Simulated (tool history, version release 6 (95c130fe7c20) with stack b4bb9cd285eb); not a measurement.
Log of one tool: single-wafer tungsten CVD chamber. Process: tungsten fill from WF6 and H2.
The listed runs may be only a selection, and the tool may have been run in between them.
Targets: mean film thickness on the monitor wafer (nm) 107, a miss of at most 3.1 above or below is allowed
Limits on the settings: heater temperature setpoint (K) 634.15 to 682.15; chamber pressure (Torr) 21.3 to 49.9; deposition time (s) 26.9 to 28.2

run,hour,heater temperature setpoint (K),chamber pressure (Torr),deposition time (s),mean film thickness on the monitor wafer (nm)
1,0,658.15,35.6,28.2,69.235
2,5.9,658.15,35.6,26.9,66.133
3,7.8,658.15,41,26.9,69.999
4,10.1,658.15,37.4,26.9,67.601
5,18.7,658.15,40.6,26.9,69.778
6,20.2,667.15,40.6,26.9,85.161
7,24.2,668.15,40.7,26.9,87.314
8,26.7,669.15,40.8,26.9,89.139
9,31.2,670.15,40.9,26.9,90.945
10,39.2,671.15,41,26.9,93.126

5 next moves are on the table. One of them brings every result within its allowed miss. Which?
A,47.2,675.15,41.4,28.2,?
B,47.2,675.15,40.5,26.9,?
C,47.2,662.15,40.8,26.9,?
D,47.2,672.15,40,28.2,?
E,47.2,676.15,35,28.2,?

move,mean film thickness on the monitor wafer (nm)
A,106.33
B,100.44
C,76.579
D,98.594
E,100.84
A: meets every target
B: closes in on the targets versus the last run, not all within tolerance yet
C: the biggest miss grows against the last run
D: closes in on the targets versus the last run, not all within tolerance yet
E: closes in on the targets versus the last run, not all within tolerance yet
Answer: A
